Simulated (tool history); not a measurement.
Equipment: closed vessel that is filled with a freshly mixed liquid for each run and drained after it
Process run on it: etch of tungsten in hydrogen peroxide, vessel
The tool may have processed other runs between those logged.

run,hour,temperature setpoint of the liquid (K),concentration of hydrogen peroxide in the mixed liquid (% by weight),time in the liquid (s),thickness taken off the tungsten on a monitor wafer (angstrom)
1,0,318.15,21,100,910.69
2,5.7,319.65,21,100,976.93
3,13.2,319.65,21,105,1030.1
4,14.4,321.15,21,105,1158.6
5,17.8,322.15,21,105,1226.6
6,26.8,323.15,21,105,1300
7,34.3,324.15,21,105,1386.2
8,37.4,324.15,21,105,1376.4

Run 9 has not been measured yet. What should we expect?
9,42.2,324.65,21,105,?

thickness taken off the tungsten on a monitor wafer (angstrom): 1403.4
